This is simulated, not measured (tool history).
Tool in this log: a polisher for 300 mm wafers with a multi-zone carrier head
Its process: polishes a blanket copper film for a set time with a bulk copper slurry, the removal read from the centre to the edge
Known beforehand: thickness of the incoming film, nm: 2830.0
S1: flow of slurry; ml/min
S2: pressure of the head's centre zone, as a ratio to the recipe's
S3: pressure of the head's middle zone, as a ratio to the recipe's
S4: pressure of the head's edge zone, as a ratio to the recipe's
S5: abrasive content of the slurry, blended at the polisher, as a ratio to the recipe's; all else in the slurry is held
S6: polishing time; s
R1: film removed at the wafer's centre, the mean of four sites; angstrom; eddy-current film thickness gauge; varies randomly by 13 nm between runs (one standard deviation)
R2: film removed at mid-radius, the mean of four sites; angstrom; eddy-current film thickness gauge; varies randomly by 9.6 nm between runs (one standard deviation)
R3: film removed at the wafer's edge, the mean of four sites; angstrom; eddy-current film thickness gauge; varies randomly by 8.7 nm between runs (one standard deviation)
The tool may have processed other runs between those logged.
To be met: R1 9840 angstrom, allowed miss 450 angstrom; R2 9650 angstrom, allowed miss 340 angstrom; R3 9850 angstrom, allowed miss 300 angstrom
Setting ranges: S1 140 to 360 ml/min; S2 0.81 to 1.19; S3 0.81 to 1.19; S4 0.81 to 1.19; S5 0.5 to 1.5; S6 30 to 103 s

| run | hour | S1 | S2 | S3 | S4 | S5 | S6 | R1 | R2 | R3 |
|---|---|---|---|---|---|---|---|---|---|---|
| 1 | 0 | 230 | 1 | 1 | 1 | 1 | 66 | 7391.9 | 7568.2 | 7673.9 |
| 2 | 4.7 | 235 | 1.02 | 1.01 | 1.03 | 1.1 | 67 | 8143 | 7799.1 | 8096.3 |
| 3 | 11.2 | 235 | 1.02 | 1.01 | 1.11 | 1.1 | 67 | 7998.6 | 7882.4 | 8322.5 |
| 4 | 16.6 | 180 | 1.02 | 1.01 | 1.11 | 1.1 | 67 | 7835.4 | 7662.6 | 8347 |
| 5 | 20.2 | 235 | 1.02 | 1.01 | 1.11 | 1.1 | 67 | 7968.7 | 7866.9 | 8398.5 |
| 6 | 26.6 | 235 | 1.02 | 1.01 | 1.17 | 1.1 | 67 | 8128.4 | 7834.6 | 8550.7 |
| 7 | 33.3 | 235 | 1.03 | 1.03 | 1.16 | 1.2 | 68 | 8337.9 | 8350.6 | 8807 |
| 8 | 35 | 235 | 1.04 | 1.03 | 1.16 | 1.25 | 69 | 8762.7 | 8516.3 | 9020.8 |
| 9 | 40 | 235 | 1.04 | 1.04 | 1.16 | 1.3 | 70 | 9015.9 | 8754.8 | 9152.6 |
| 10 | 43.8 | 235 | 1.04 | 1.05 | 1.16 | 1.35 | 71 | 9247.1 | 9088.5 | 9346.1 |
| 11 | 48.5 | 235 | 1.04 | 1.05 | 1.17 | 1.4 | 71 | 9381 | 9334.7 | 9759.1 |
| 12 | 54.3 | 235 | 1.04 | 1.05 | 1.17 | 1.4 | 71 | 9227 | 9243.4 | 9610.7 |
| 13 | 56.3 | 240 | 1.05 | 1.05 | 1.17 | 1.4 | 71 | 9338.6 | 9007.7 | 9644.5 |
| 14 | 58.6 | 240 | 1.06 | 1.06 | 1.17 | 1.4 | 71 | 9300.4 | 9239 | 9686.3 |
| 15 | 62.7 | 245 | 1.07 | 1.06 | 1.15 | 1.4 | 71 | 9604.4 | 9138.7 | 9497.6 |
| 16 | 64.2 | 245 | 1.07 | 1.07 | 1.16 | 1.4 | 71 | 9392.4 | 9364.3 | 9483.2 |

5 candidate next runs follow, results not yet known. Just one meets every target within its allowed miss. Identify it.
| A | 65.7 | 275 | 1.03 | 1.17 | 1.16 | 1.45 | 68 | ? | ? | ? |
| B | 65.7 | 215 | 1.02 | 1.02 | 1.19 | 1.35 | 71 | ? | ? | ? |
| C | 65.7 | 265 | 1.19 | 1.08 | 1.1 | 1.4 | 71 | ? | ? | ? |
| D | 65.7 | 300 | 1.06 | 1.07 | 1.12 | 1 | 72 | ? | ? | ? |
| E | 65.7 | 280 | 1.07 | 1.07 | 1.15 | 1.5 | 72 | ? | ? | ? |

| move | R1 | R2 | R3 |
|---|---|---|---|
| A | 8737.2 | 9892.3 | 9358.1 |
| B | 8659.5 | 8826.5 | 9589.6 |
| C | 10245 | 9526.3 | 9419 |
| D | 8777.1 | 8971.2 | 8996 |
| E | 9654.5 | 9791.7 | 9967.9 |
A: the biggest miss grows against the last run
B: brings the result that was furthest off to its target, and leaves another outside
C: the biggest miss grows against the last run
D: the biggest miss grows against the last run
E: in spec on every target
Move E is the one to make.
